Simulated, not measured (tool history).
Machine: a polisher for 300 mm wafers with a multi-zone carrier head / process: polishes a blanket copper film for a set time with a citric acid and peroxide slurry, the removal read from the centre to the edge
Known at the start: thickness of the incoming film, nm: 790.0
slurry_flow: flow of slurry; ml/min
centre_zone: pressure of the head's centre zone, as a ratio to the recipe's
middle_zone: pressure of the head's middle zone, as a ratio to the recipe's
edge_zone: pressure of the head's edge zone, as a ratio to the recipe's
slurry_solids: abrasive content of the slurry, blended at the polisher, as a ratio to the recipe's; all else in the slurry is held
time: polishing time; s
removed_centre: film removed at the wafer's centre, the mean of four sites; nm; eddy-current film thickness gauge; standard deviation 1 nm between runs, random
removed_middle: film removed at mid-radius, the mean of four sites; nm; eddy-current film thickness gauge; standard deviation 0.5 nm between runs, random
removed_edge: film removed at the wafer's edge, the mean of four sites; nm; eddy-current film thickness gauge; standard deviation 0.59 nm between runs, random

run	day	slurry_flow	centre_zone	middle_zone	edge_zone	slurry_solids	time	removed_centre	removed_middle	removed_edge
1	0.000	220	1.00	1.00	1.00	1.00	43	123.420	123.260	124.490
2	0.050	220	1.01	1.00	0.98	0.95	40	111.000	112.910	112.070
3	0.275	220	1.04	1.00	0.96	0.90	38	109.210	107.100	103.390
4	0.521	220	1.04	1.00	0.96	0.90	44	127.300	123.390	118.750
5	0.679	215	1.05	0.99	0.94	0.85	42	122.630	114.960	111.720
6	0.867	215	0.99	0.99	0.94	0.85	42	112.940	115.610	111.890
7	0.971	220	1.09	1.01	0.84	0.60	30	86.775	79.666	73.340
8	1.025	215	1.09	1.01	0.84	0.60	30	84.948	78.897	71.432

Run 9, settings as shown, results not yet in. Your forecast:
9	1.079	205	1.09	1.01	0.84	0.60	30	?	?	?

Run 9 measured removed_centre 85.866 nm, removed_middle 78.593 nm, removed_edge 71.468 nm.
